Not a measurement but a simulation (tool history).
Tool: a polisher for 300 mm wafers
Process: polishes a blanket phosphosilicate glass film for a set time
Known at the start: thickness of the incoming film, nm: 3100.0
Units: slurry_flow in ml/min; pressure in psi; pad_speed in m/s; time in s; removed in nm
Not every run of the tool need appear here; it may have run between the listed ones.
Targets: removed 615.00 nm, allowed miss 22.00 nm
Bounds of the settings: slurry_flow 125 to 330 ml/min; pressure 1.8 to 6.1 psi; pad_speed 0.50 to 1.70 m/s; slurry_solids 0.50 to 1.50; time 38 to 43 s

{"run": 1, "day": 0.0, "slurry_flow": 210, "pressure": 3.9, "pad_speed": 1.1, "slurry_solids": 1.0, "time": 43, "removed": 505.57}
{"run": 2, "day": 0.208, "slurry_flow": 210, "pressure": 3.9, "pad_speed": 1.1, "slurry_solids": 0.85, "time": 43, "removed": 460.53}
{"run": 3, "day": 0.325, "slurry_flow": 210, "pressure": 3.9, "pad_speed": 1.1, "slurry_solids": 1.0, "time": 43, "removed": 512.2}
{"run": 4, "day": 0.35, "slurry_flow": 210, "pressure": 4.0, "pad_speed": 1.1, "slurry_solids": 1.0, "time": 43, "removed": 528.48}
{"run": 5, "day": 0.592, "slurry_flow": 160, "pressure": 4.0, "pad_speed": 1.1, "slurry_solids": 1.0, "time": 43, "removed": 508.65}
{"run": 6, "day": 0.658, "slurry_flow": 160, "pressure": 4.1, "pad_speed": 1.1, "slurry_solids": 1.0, "time": 43, "removed": 519.68}
{"run": 7, "day": 0.779, "slurry_flow": 165, "pressure": 4.2, "pad_speed": 1.1, "slurry_solids": 1.0, "time": 43, "removed": 534.14}
{"run": 8, "day": 0.954, "slurry_flow": 170, "pressure": 4.3, "pad_speed": 1.1, "slurry_solids": 1.0, "time": 43, "removed": 546.3}
{"run": 9, "day": 1.271, "slurry_flow": 170, "pressure": 4.4, "pad_speed": 1.1, "slurry_solids": 1.0, "time": 43, "removed": 565.5}
{"run": 10, "day": 1.396, "slurry_flow": 170, "pressure": 4.5, "pad_speed": 1.1, "slurry_solids": 1.0, "time": 43, "removed": 579.55}
{"run": 11, "day": 1.683, "slurry_flow": 175, "pressure": 4.6, "pad_speed": 1.1, "slurry_solids": 1.0, "time": 43, "removed": 586.91}

Which of these 5 next moves meets every target?
{"run": "A", "day": 1.971, "slurry_flow": 185, "pressure": 4.9, "pad_speed": 1.3, "slurry_solids": 0.9, "time": 39, "removed": "?"}
{"run": "B", "day": 1.971, "slurry_flow": 185, "pressure": 4.3, "pad_speed": 1.16, "slurry_solids": 1.1, "time": 40, "removed": "?"}
{"run": "C", "day": 1.971, "slurry_flow": 200, "pressure": 4.8, "pad_speed": 1.12, "slurry_solids": 1.0, "time": 38, "removed": "?"}
{"run": "D", "day": 1.971, "slurry_flow": 235, "pressure": 4.0, "pad_speed": 1.38, "slurry_solids": 0.9, "time": 42, "removed": "?"}
{"run": "E", "day": 1.971, "slurry_flow": 140, "pressure": 4.2, "pad_speed": 1.58, "slurry_solids": 0.9, "time": 43, "removed": "?"}

move=A removed=609.46
move=B removed=566.93
move=C removed=555.58
move=D removed=575.77
move=E removed=660.75
A: all results in spec
B: further off than the last run
C: further off than the last run
D: further off than the last run
E: takes the result that was furthest off past its target
The move that meets every target is A.
